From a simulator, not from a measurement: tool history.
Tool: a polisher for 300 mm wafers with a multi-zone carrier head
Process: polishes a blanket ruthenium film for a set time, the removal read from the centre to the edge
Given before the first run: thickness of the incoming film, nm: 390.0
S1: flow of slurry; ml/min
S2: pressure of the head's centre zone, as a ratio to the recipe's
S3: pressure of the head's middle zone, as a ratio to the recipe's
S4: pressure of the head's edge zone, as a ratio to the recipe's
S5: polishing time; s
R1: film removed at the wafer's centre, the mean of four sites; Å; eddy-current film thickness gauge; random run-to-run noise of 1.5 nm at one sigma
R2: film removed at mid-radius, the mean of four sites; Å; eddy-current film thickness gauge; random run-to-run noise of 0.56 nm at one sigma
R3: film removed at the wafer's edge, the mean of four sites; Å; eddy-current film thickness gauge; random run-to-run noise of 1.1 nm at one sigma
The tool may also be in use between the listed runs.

{"run": 1, "hour": 0.0, "S1": 305, "S2": 1.0, "S3": 1.0, "S4": 1.0, "S5": 85, "R1": 1169.5, "R2": 1184.9, "R3": 1165.3}
{"run": 2, "hour": 1.6, "S1": 305, "S2": 1.02, "S3": 0.97, "S4": 0.96, "S5": 81, "R1": 1122.0, "R2": 1087.9, "R3": 1077.0}
{"run": 3, "hour": 6.8, "S1": 305, "S2": 1.02, "S3": 1.04, "S4": 0.96, "S5": 81, "R1": 1121.7, "R2": 1169.1, "R3": 1076.2}
{"run": 4, "hour": 15.2, "S1": 300, "S2": 1.04, "S3": 1.0, "S4": 0.93, "S5": 79, "R1": 1129.2, "R2": 1097.7, "R3": 1020.1}
{"run": 5, "hour": 20.2, "S1": 295, "S2": 1.04, "S3": 0.96, "S4": 0.91, "S5": 78, "R1": 1123.3, "R2": 1055.0, "R3": 1002.3}
{"run": 6, "hour": 21.8, "S1": 295, "S2": 1.04, "S3": 0.93, "S4": 0.9, "S5": 76, "R1": 1092.6, "R2": 990.2, "R3": 960.55}
{"run": 7, "hour": 30.3, "S1": 290, "S2": 1.03, "S3": 0.9, "S4": 0.88, "S5": 75, "R1": 1048.9, "R2": 957.2, "R3": 966.33}
{"run": 8, "hour": 34.9, "S1": 290, "S2": 1.03, "S3": 0.9, "S4": 0.88, "S5": 75, "R1": 1045.1, "R2": 947.54, "R3": 954.07}

What does the tool deliver on the next run?
{"run": 9, "hour": 37.4, "S1": 285, "S2": 1.04, "S3": 0.89, "S4": 0.86, "S5": 74, "R1": "?", "R2": "?", "R3": "?"}

Run 9 came out at R1 1054.9 Å, R2 929.31 Å, R3 930.57 Å.
